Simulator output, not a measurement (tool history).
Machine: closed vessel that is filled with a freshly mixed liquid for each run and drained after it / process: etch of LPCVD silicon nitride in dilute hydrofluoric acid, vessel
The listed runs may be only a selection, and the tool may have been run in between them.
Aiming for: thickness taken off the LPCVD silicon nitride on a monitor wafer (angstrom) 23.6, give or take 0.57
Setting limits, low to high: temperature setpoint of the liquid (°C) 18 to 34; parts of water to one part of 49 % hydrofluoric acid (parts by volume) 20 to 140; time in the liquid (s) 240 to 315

run    day  temperature setpoint of the liquid (°C)  parts of water to one part of 49 % hydrofluoric acid (parts by volume)  time in the liquid (s)  thickness taken off the LPCVD silicon nitride on a monitor wafer (angstrom)
  1      0                                       26                                                                      75                     315                                                                       18.432
  2    0.3                                     28.5                                                                      75                     315                                                                       21.954
  3  0.396                                     28.5                                                                      50                     315                                                                       32.693
  4  0.704                                       27                                                                      50                     315                                                                       29.684
  5  0.796                                       27                                                                      50                     315                                                                       29.603
  6  1.071                                       27                                                                      70                     315                                                                       21.463
  7   1.15                                     27.5                                                                      70                     315                                                                       21.891
  8  1.471                                       28                                                                      70                     315                                                                       22.643

Which of these 4 next moves meets every target?
  A  1.792                                     29.5                                                                      75                     280                                                                            ?
  B  1.792                                       29                                                                      75                     300                                                                            ?
  C  1.792                                     28.5                                                                      75                     305                                                                            ?
  D  1.792                                       27                                                                      60                     300                                                                            ?

move  thickness taken off the LPCVD silicon nitride on a monitor wafer (angstrom)
   A                                                                       20.645
   B                                                                       21.423
   C                                                                       21.092
   D                                                                       23.479
A: lands further from the targets than the last run did
B: lands further from the targets than the last run did
C: lands further from the targets than the last run did
D: every result lands within tolerance
The move that meets every target is D.
